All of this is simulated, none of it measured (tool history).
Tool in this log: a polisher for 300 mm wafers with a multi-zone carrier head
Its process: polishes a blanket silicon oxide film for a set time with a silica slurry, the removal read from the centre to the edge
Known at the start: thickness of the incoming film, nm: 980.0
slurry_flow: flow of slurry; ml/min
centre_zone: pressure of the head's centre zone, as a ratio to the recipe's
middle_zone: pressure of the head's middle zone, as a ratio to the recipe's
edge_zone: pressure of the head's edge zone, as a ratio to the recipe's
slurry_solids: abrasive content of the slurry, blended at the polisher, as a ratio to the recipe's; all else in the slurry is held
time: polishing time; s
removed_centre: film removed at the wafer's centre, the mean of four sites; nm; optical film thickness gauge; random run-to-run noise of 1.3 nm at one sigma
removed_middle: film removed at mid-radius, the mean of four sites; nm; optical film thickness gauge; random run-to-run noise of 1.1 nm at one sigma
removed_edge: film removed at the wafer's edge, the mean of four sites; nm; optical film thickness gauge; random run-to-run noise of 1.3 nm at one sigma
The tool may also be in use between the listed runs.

{"run": 1, "hour": 0.0, "slurry_flow": 170, "centre_zone": 1.0, "middle_zone": 1.0, "edge_zone": 1.0, "slurry_solids": 1.0, "time": 32, "removed_centre": 58.474, "removed_middle": 62.177, "removed_edge": 66.516}
{"run": 2, "hour": 1.3, "slurry_flow": 170, "centre_zone": 1.0, "middle_zone": 1.03, "edge_zone": 1.0, "slurry_solids": 1.0, "time": 32, "removed_centre": 59.698, "removed_middle": 61.352, "removed_edge": 66.004}
{"run": 3, "hour": 9.8, "slurry_flow": 170, "centre_zone": 1.0, "middle_zone": 1.03, "edge_zone": 1.0, "slurry_solids": 1.0, "time": 25, "removed_centre": 46.393, "removed_middle": 49.846, "removed_edge": 50.43}
{"run": 4, "hour": 16.3, "slurry_flow": 185, "centre_zone": 1.0, "middle_zone": 1.03, "edge_zone": 1.0, "slurry_solids": 1.0, "time": 25, "removed_centre": 48.822, "removed_middle": 49.8, "removed_edge": 52.62}
{"run": 5, "hour": 18.0, "slurry_flow": 225, "centre_zone": 1.0, "middle_zone": 1.03, "edge_zone": 1.0, "slurry_solids": 1.0, "time": 25, "removed_centre": 50.771, "removed_middle": 52.738, "removed_edge": 54.173}
{"run": 6, "hour": 21.8, "slurry_flow": 225, "centre_zone": 0.93, "middle_zone": 1.03, "edge_zone": 1.0, "slurry_solids": 1.0, "time": 25, "removed_centre": 47.683, "removed_middle": 52.128, "removed_edge": 53.892}
{"run": 7, "hour": 26.9, "slurry_flow": 230, "centre_zone": 0.99, "middle_zone": 0.96, "edge_zone": 1.04, "slurry_solids": 1.15, "time": 28, "removed_centre": 62.095, "removed_middle": 60.2, "removed_edge": 66.231}
{"run": 8, "hour": 28.0, "slurry_flow": 200, "centre_zone": 1.05, "middle_zone": 0.86, "edge_zone": 1.14, "slurry_solids": 1.4, "time": 36, "removed_centre": 89.812, "removed_middle": 75.482, "removed_edge": 96.981}
{"run": 9, "hour": 34.6, "slurry_flow": 205, "centre_zone": 1.05, "middle_zone": 0.85, "edge_zone": 1.16, "slurry_solids": 1.45, "time": 36, "removed_centre": 89.676, "removed_middle": 77.35, "removed_edge": 101.72}

Run 10 comes next. What will it give?
{"run": 10, "hour": 40.5, "slurry_flow": 210, "centre_zone": 1.07, "middle_zone": 0.84, "edge_zone": 1.17, "slurry_solids": 1.45, "time": 36, "removed_centre": "?", "removed_middle": "?", "removed_edge": "?"}

{"run 10": {"removed_centre": 89.878, "removed_middle": 77.228, "removed_edge": 99.572}}

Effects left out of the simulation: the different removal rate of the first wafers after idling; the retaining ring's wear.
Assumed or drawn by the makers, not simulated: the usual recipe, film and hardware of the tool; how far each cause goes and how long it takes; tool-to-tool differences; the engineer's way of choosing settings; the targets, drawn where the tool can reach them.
